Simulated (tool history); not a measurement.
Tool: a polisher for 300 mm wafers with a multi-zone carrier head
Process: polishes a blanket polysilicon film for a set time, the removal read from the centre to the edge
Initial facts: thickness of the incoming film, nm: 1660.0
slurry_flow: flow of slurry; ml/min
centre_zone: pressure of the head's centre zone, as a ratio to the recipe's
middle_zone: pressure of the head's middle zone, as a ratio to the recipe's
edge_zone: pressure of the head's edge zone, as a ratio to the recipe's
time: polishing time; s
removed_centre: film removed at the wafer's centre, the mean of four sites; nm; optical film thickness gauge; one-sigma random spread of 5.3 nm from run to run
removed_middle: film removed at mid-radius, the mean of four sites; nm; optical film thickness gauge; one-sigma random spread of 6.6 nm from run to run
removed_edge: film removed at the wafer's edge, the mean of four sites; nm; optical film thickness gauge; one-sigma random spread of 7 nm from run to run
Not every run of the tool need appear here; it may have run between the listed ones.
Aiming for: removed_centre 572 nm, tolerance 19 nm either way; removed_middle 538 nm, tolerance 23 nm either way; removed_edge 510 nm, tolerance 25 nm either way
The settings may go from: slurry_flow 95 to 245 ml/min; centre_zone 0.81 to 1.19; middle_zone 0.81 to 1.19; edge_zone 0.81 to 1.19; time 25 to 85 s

run  hour  slurry_flow  centre_zone  middle_zone  edge_zone  time  removed_centre  removed_middle  removed_edge
  1     0          155            1            1          1    55          612.39          580.23        597.88
  2   8.3          155         0.94            1          1    55           575.5          593.84        612.76
  3  15.7          150         0.97            1       0.96    54           577.2          574.47        591.77
  4  18.1          150         0.97            1       1.02    54          584.65          575.99        591.05
  5  20.4          140            1         1.03       1.02    52          567.01          570.19        573.21
  6    28          140            1         1.03       1.02    58          620.47          625.26        642.64
  7  29.7          150         1.02         1.04          1    54          604.85          613.93         579.6
  8  31.6          150         1.03         1.03       0.99    52          581.32          565.36        581.14
  9  38.1          180         1.05         1.04          1    48          581.33          554.74        530.44

Next run, 5 choices. One meets every target within its allowed miss, the rest don't. Which?
  A  44.6          200         1.11         0.97       1.01    48               ?               ?             ?
  B  44.6          165         1.06            1       1.06    49               ?               ?             ?
  C  44.6          120         0.98         0.97       0.99    54               ?               ?             ?
  D  44.6          160         1.06         1.02        0.9    48               ?               ?             ?
  E  44.6          160         1.11         1.13       0.98    48               ?               ?             ?

move  removed_centre  removed_middle  removed_edge
   A          615.93          540.09        546.98
   B          578.76          547.02        556.21
   C          542.44           546.9        565.42
   D          563.26          541.47        506.85
   E          590.46          588.99        523.88
A: lands further from the targets than the last run did
B: lands further from the targets than the last run did
C: lands further from the targets than the last run did
D: all results in spec
E: the worst result of the last run now meets its target, but another is out of spec
So the answer is move D, the one that meets all the targets.
